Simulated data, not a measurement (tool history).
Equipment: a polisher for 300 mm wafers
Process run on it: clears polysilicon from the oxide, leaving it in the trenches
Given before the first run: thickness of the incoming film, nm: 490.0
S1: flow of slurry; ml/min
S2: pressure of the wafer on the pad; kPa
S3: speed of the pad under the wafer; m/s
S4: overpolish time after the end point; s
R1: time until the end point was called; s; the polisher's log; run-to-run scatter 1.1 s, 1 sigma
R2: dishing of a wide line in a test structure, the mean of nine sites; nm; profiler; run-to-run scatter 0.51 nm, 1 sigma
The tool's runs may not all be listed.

run,hour,S1,S2,S3,S4,R1,R2
1,0.0,125,11.0,0.92,9,65.658,36.899
2,6.5,120,9.7,0.92,8,73.016,32.427
3,9.9,120,6.9,0.92,8,103.160,26.570
4,12.4,120,6.9,0.74,8,131.010,23.108
5,18.9,125,7.6,0.74,8,118.200,24.211
6,20.5,125,7.6,0.74,10,117.770,28.181
7,25.4,130,8.3,0.74,9,106.350,27.965
8,26.5,135,8.3,0.74,9,106.150,28.744
9,30.0,140,8.3,0.74,8,105.440,25.267
10,36.8,145,8.3,0.74,8,104.620,25.794
11,42.6,150,8.3,0.74,8,102.970,26.211
12,51.0,155,8.3,0.74,8,102.140,26.392
13,54.9,160,8.3,0.74,8,101.830,26.265

For run 14, what comes out?
14,59.1,170,9.0,0.74,9,?,?

Run 14 measured R1 93.182 s, R2 29.990 nm.

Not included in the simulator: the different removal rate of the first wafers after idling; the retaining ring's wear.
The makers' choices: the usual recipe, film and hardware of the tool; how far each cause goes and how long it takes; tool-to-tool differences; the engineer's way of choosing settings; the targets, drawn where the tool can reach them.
